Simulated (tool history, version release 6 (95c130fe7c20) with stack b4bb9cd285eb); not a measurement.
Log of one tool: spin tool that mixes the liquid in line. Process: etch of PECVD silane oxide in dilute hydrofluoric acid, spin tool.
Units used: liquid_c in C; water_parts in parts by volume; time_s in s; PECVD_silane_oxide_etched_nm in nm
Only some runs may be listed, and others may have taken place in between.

run    day  liquid_c  water_parts  time_s  PECVD_silane_oxide_etched_nm
  1      0        26          250     275                        17.684
  2  0.246        26          250     275                        17.933
  3    0.3        28          195     275                        26.079
  4  0.596        28          195     275                        25.902
  5  0.729      29.5          160     275                        34.934
  6  1.096        31          145     275                         41.44
  7    1.4        32          135     275                        46.836
  8  1.475      32.5          130     275                        50.017
  9  1.512        33          130     275                        50.668

For run 10, what comes out?
 10  1.862      33.5          125     275                             ?

Run 10 produced PECVD_silane_oxide_etched_nm 54.484 nm.
